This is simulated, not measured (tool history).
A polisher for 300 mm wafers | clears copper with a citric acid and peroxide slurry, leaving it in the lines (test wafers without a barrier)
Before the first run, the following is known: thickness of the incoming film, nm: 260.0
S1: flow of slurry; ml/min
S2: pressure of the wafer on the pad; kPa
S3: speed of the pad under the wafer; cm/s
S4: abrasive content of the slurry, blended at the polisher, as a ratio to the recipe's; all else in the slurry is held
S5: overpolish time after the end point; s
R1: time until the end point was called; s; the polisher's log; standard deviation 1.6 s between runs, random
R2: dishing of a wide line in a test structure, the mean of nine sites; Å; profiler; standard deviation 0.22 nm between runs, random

Run 1, hour 0: S1 215 ml/min, S2 25.5 kPa, S3 116 cm/s, S4 1, S5 29 s. Result: R1 104.51 s, R2 455.1 Å.
Run 2, hour 4.8: S1 215 ml/min, S2 28.3 kPa, S3 116 cm/s, S4 1, S5 29 s. Result: R1 97.283 s, R2 482.72 Å.
Run 3, hour 7.1: S1 215 ml/min, S2 26.2 kPa, S3 120 cm/s, S4 1, S5 26 s. Result: R1 99.062 s, R2 432.77 Å.
Run 4, hour 9.4: S1 215 ml/min, S2 26.2 kPa, S3 120 cm/s, S4 1, S5 36 s. Result: R1 99.949 s, R2 552.56 Å.
Run 5, hour 17.1: S1 205 ml/min, S2 24.1 kPa, S3 126 cm/s, S4 0.95, S5 32 s. Result: R1 98.915 s, R2 495.54 Å.
Run 6, hour 25.8: S1 195 ml/min, S2 22.8 kPa, S3 128 cm/s, S4 0.9, S5 29 s. Result: R1 106.7 s, R2 439.68 Å.
Run 7, hour 29: S1 215 ml/min, S2 21.4 kPa, S3 128 cm/s, S4 1, S5 26 s. Result: R1 109.87 s, R2 408.51 Å.
Run 8, hour 31: S1 205 ml/min, S2 22.1 kPa, S3 124 cm/s, S4 0.95, S5 24 s. Result: R1 109.84 s, R2 369.1 Å.
Run 9, hour 39.7: S1 195 ml/min, S2 22.1 kPa, S3 122 cm/s, S4 0.9, S5 22 s. Result: R1 113.25 s, R2 344.15 Å.
Run 10, hour 45.1: S1 185 ml/min, S2 22.1 kPa, S3 122 cm/s, S4 0.85, S5 20 s. Result: R1 115.34 s, R2 302.32 Å.
Run 11, hour 49.4: S1 180 ml/min, S2 23.4 kPa, S3 118 cm/s, S4 0.8, S5 19 s. Result: R1 117.62 s, R2 285.81 Å.
Run 12, hour 52.3: S1 180 ml/min, S2 23.4 kPa, S3 118 cm/s, S4 0.8, S5 19 s. Result: R1 117.4 s, R2 283.77 Å.
Run 13, hour 60.1: S1 185 ml/min, S2 16.5 kPa, S3 150 cm/s, S4 0.8, S5 9 s. Result: R1 116.83 s, R2 149.2 Å.
Run 14, hour 65.6: S1 185 ml/min, S2 17.2 kPa, S3 150 cm/s, S4 0.8, S5 9 s. Result: R1 111.23 s, R2 152.13 Å.
Run 15, hour 69.2: S1 185 ml/min, S2 17.9 kPa, S3 148 cm/s, S4 0.8, S5 9 s. Result: R1 109.46 s, R2 155.04 Å.
Run 16, hour 74.4: S1 185 ml/min, S2 17.9 kPa, S3 146 cm/s, S4 0.8, S5 9 s. Result: R1 113.17 s, R2 153.23 Å.
Run 17, hour 75.3: S1 185 ml/min, S2 18.6 kPa, S3 146 cm/s, S4 0.8, S5 9 s. Result: R1 108.46 s, R2 154.52 Å.
Run 18, hour 76.4: S1 185 ml/min, S2 18.6 kPa, S3 144 cm/s, S4 0.8, S5 9 s. Result: R1 111.47 s, R2 157.19 Å.
Run 19, hour 79.4: S1 185 ml/min, S2 19.3 kPa, S3 144 cm/s, S4 0.8, S5 9 s. Result: R1 110.43 s, R2 159.05 Å.
Run 20, hour 81.5: S1 185 ml/min, S2 20 kPa, S3 144 cm/s, S4 0.8, S5 9 s. Result: R1 109.27 s, R2 160.38 Å.
Run 21, hour 84.6: S1 185 ml/min, S2 20.7 kPa, S3 144 cm/s, S4 0.8, S5 9 s. Result: R1 102.07 s, R2 161.53 Å.
Run 22, hour 90.4: S1 185 ml/min, S2 20.7 kPa, S3 142 cm/s, S4 0.8, S5 9 s. Result: R1 105.24 s, R2 163.41 Å.
Run 23, hour 95: S1 185 ml/min, S2 21.4 kPa, S3 138 cm/s, S4 0.85, S5 9 s. Result: R1 108.99 s, R2 162.99 Å.
At hour 96.1: slurry blender recalibrated.
Run 24, hour 96.1: S1 190 ml/min, S2 21.4 kPa, S3 138 cm/s, S4 0.85, S5 9 s. Result: R1 101.16 s, R2 170.34 Å.
Run 25, hour 100.9: S1 190 ml/min, S2 21.4 kPa, S3 138 cm/s, S4 0.85, S5 9 s. Result: R1 97.01 s, R2 169.99 Å.
Run 26, hour 102.3: S1 185 ml/min, S2 19.3 kPa, S3 136 cm/s, S4 0.85, S5 14 s. Result: R1 109.5 s, R2 235 Å.

Run 27 comes next. What will it give?
Run 27, hour 105.4: S1 190 ml/min, S2 20 kPa, S3 136 cm/s, S4 0.85, S5 14 s. Result: R1 ?, R2 ?.

{"run 27": {"R1": 108.04, "R2": 240.77}}
